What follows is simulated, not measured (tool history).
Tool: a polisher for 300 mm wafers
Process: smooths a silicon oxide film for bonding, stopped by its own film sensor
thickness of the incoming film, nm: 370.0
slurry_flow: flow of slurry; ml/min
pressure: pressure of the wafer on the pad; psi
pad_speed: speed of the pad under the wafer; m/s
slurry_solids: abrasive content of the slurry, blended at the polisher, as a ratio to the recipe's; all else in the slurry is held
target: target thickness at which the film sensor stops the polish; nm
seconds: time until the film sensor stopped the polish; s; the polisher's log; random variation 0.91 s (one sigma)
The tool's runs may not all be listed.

| run | hour | slurry_flow | pressure | pad_speed | slurry_solids | target | seconds |
|---|---|---|---|---|---|---|---|
| 1 | 0 | 120 | 2.6 | 1.02 | 1 | 330 | 43.305 |
| 2 | 5.4 | 110 | 2.1 | 0.88 | 1 | 330 | 60.633 |
| 3 | 11.4 | 105 | 1.8 | 0.82 | 1 | 330 | 75.35 |
| 4 | 13.2 | 80 | 1.8 | 0.82 | 1 | 330 | 80.177 |
| 5 | 18.2 | 80 | 1.6 | 0.82 | 1 | 330 | 90.457 |
| 6 | 20.4 | 80 | 1.6 | 0.82 | 0.85 | 330 | 95.642 |
| 7 | 24 | 80 | 1.6 | 0.82 | 0.85 | 330 | 95.406 |

The next listed run, before its measurement:
| 8 | 29.6 | 80 | 1.5 | 0.82 | 0.85 | 330 | ? |

{"run 8": {"seconds": 100.3}}
